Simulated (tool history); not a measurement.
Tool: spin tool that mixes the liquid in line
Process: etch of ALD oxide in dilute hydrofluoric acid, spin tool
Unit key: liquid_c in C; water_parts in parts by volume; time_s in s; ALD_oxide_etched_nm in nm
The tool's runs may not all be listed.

Run 1, hour 0: liquid_c 26 C, water_parts 40 parts by volume, time_s 90 s. Result: ALD_oxide_etched_nm 24.127 nm.
Run 2, hour 8.6: liquid_c 26 C, water_parts 30 parts by volume, time_s 90 s. Result: ALD_oxide_etched_nm 32.829 nm.
Run 3, hour 12.1: liquid_c 29 C, water_parts 30 parts by volume, time_s 90 s. Result: ALD_oxide_etched_nm 37.197 nm.
Run 4, hour 15.3: liquid_c 26.5 C, water_parts 35 parts by volume, time_s 90 s. Result: ALD_oxide_etched_nm 28.434 nm.
Run 5, hour 16.3: liquid_c 24.5 C, water_parts 35 parts by volume, time_s 90 s. Result: ALD_oxide_etched_nm 26.35 nm.
Run 6, hour 17.8: liquid_c 23 C, water_parts 35 parts by volume, time_s 90 s. Result: ALD_oxide_etched_nm 24.636 nm.
Run 7, hour 26.7: liquid_c 22 C, water_parts 35 parts by volume, time_s 90 s. Result: ALD_oxide_etched_nm 23.578 nm.

Estimate the outcome of run 8 from the log above:
Run 8, hour 28.4: liquid_c 21 C, water_parts 35 parts by volume, time_s 90 s. Result: ALD_oxide_etched_nm ?.

{"run 8": {"ALD_oxide_etched_nm": 22.61}}
